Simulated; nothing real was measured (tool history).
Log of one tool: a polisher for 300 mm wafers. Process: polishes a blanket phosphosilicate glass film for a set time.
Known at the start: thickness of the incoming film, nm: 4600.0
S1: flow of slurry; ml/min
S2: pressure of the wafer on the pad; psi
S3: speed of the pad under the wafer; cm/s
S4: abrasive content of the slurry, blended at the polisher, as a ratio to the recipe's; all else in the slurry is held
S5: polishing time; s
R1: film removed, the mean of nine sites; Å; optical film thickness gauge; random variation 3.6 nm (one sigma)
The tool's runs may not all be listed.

run  hour   S1   S2   S3   S4  S5      R1
  1   0.0  150  2.8  120  1.0  22  1758.1
  2   8.2  150  2.8  120  1.0  22  1749.6
  3  12.7  150  3.2  122  1.0  22  2002.6
  4  15.2  135  3.2  122  1.0  22  1968.1
  5  17.9  135  3.2  122  1.2  22  2114.7
  6  21.3  135  3.8  122  1.2  22  2517.9
  7  27.9  140  4.0  124  1.2  22  2673.3
  8  31.1  140  4.1  126  1.2  22  2762.3

The next listed run, before its measurement:
  9  36.3  140  4.2  128  1.2  22   ?

Run 9 gave R1 2900.3 Å.
